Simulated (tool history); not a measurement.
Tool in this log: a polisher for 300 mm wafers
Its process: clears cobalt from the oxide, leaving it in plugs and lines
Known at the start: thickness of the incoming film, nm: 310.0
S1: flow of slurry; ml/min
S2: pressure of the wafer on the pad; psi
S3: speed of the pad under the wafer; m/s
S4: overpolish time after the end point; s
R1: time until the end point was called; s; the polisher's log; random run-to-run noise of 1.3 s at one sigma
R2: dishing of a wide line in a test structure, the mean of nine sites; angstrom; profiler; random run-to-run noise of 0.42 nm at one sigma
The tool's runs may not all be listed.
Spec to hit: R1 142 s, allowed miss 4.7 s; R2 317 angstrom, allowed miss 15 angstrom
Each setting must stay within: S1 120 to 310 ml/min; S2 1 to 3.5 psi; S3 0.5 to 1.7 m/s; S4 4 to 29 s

run  hour   S1   S2    S3  S4      R1      R2
  1     0  200  2.2   1.1  15  57.654  379.59
  2   5.8  155  2.2   1.1  15  60.332  372.09
  3  13.1  155  2.2   1.1  12  60.567  342.85
  4  19.3  150  1.8     1  14  82.972  319.59
  5  26.5  150  1.8     1  10  80.107  271.95
  6  34.2  150  1.8     1   7  82.407  220.67
  7  41.6  145  1.6  0.96  11  94.807  260.31
  8  45.8  140  1.4  0.94  13  109.82  266.28
  9  48.9  135  1.3  0.94  15  119.96  270.71
 10  50.6  130  1.2  0.94  17  128.72  280.77
 11  53.6  130  1.2  0.94  18  129.25  289.54
 12  54.6  130    1  0.94  24  154.21  315.41

Exercise: of the 5 proposed moves below, exactly one satisfies all targets within the stated allowed misses. Which move is it?
  A  55.6  120    1  0.86  26   ?   ?
  B  55.6  120    1  0.94  23   ?   ?
  C  55.6  170    1  0.96  24   ?   ?
  D  55.6  155    1  0.92  25   ?   ?
  E  55.6  120  1.3   0.7  26   ?   ?

move      R1      R2
   A  171.92  308.56
   B   157.8  302.16
   C  143.43  324.19
   D  152.01  321.68
   E  164.64  315.31
A: the biggest miss grows against the last run
B: the biggest miss grows against the last run
C: every result lands within tolerance
D: closes in on the targets versus the last run, not all within tolerance yet
E: the biggest miss grows against the last run
The move that meets every target is C.

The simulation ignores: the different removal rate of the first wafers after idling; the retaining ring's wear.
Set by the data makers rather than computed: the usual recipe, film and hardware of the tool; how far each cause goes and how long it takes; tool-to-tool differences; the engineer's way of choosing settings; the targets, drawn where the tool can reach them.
